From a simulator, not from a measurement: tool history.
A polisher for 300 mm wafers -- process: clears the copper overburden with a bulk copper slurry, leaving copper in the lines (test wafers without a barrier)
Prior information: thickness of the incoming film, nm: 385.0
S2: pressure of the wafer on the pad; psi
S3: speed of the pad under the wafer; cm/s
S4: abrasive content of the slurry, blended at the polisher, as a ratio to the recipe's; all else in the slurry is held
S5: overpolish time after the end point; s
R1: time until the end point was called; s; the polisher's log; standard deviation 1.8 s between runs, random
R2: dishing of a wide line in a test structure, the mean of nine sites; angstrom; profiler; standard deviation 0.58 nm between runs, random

run 1 hour=0 | flow_of_slurry_(ml/min)=205 S2=1.7 S3=84 S4=1 S5=17 | R1=77.723 R2=469.65
run 2 hour=8.3 | flow_of_slurry_(ml/min)=170 S2=1.7 S3=84 S4=1 S5=17 | R1=79.123 R2=471.47
run 3 hour=13.3 | flow_of_slurry_(ml/min)=170 S2=1.5 S3=82 S4=1 S5=17 | R1=90.863 R2=418.83
run 4 hour=15.5 | flow_of_slurry_(ml/min)=170 S2=1.5 S3=64 S4=1 S5=17 | R1=104.33 R2=375.72
run 5 hour=22.1 | flow_of_slurry_(ml/min)=170 S2=1.7 S3=64 S4=1 S5=17 | R1=96.462 R2=420.26
run 6 hour=25.6 | flow_of_slurry_(ml/min)=170 S2=2 S3=64 S4=1 S5=17 | R1=80.28 R2=474.98
run 7 hour=27.7 | flow_of_slurry_(ml/min)=170 S2=1.8 S3=64 S4=1 S5=17 | R1=90.679 R2=424.27

Run 8 comes next. What will it give?
run 8 hour=30.9 | flow_of_slurry_(ml/min)=170 S2=1.6 S3=64 S4=1 S5=17 | R1=? R2=?

{"run 8": {"R1": 97.665, "R2": 386.88}}
